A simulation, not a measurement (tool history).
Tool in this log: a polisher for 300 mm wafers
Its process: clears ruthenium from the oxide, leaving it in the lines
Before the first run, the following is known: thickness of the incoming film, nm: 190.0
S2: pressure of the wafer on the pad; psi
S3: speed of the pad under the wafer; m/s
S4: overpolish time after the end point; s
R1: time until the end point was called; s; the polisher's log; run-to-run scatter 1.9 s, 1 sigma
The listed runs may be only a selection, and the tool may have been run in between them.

Run 1, day 0: flow of slurry (ml/min) 150, S2 2 psi, S3 1.06 m/s, S4 26 s. Result: R1 192.68 s.
Run 2, day 0.271: flow of slurry (ml/min) 150, S2 2.2 psi, S3 1.08 m/s, S4 26 s. Result: R1 177.01 s.
Run 3, day 0.558: flow of slurry (ml/min) 150, S2 2.2 psi, S3 0.86 m/s, S4 26 s. Result: R1 221.01 s.
Run 4, day 0.933: flow of slurry (ml/min) 150, S2 2.2 psi, S3 0.86 m/s, S4 26 s. Result: R1 213.42 s.
Run 5, day 1.188: flow of slurry (ml/min) 150, S2 2.2 psi, S3 1.06 m/s, S4 26 s. Result: R1 174.27 s.
Run 6, day 1.542: flow of slurry (ml/min) 125, S2 2.2 psi, S3 1.06 m/s, S4 26 s. Result: R1 183.39 s.

Predict the results of run 7:
At day 1.65: worn pad replaced by a new one.
Run 7, day 1.65: flow of slurry (ml/min) 130, S2 2.4 psi, S3 1.08 m/s, S4 26 s. Result: R1 ?.

R1: 150.15 s
